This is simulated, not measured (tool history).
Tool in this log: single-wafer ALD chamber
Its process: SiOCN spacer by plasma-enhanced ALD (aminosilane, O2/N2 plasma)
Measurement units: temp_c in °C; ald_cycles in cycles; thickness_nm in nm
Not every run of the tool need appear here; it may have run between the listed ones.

{"run": 1, "hour": 0.0, "temp_c": 395, "ald_cycles": 77, "thickness_nm": 4.1669}
{"run": 2, "hour": 4.6, "temp_c": 395, "ald_cycles": 87, "thickness_nm": 4.6758}
{"run": 3, "hour": 7.8, "temp_c": 395, "ald_cycles": 83, "thickness_nm": 4.4937}
{"run": 4, "hour": 13.7, "temp_c": 401, "ald_cycles": 83, "thickness_nm": 4.4564}
{"run": 5, "hour": 21.9, "temp_c": 395, "ald_cycles": 83, "thickness_nm": 4.5103}
{"run": 6, "hour": 26.2, "temp_c": 398, "ald_cycles": 80, "thickness_nm": 4.3187}
{"run": 7, "hour": 34.9, "temp_c": 398, "ald_cycles": 78, "thickness_nm": 4.2272}
{"run": 8, "hour": 40.4, "temp_c": 398, "ald_cycles": 76, "thickness_nm": 4.1053}
{"run": 9, "hour": 48.5, "temp_c": 398, "ald_cycles": 75, "thickness_nm": 4.051}

Run 10 is up next; what results do you expect?
{"run": 10, "hour": 51.7, "temp_c": 398, "ald_cycles": 74, "thickness_nm": "?"}

{"run 10": {"thickness_nm": 4.0068}}
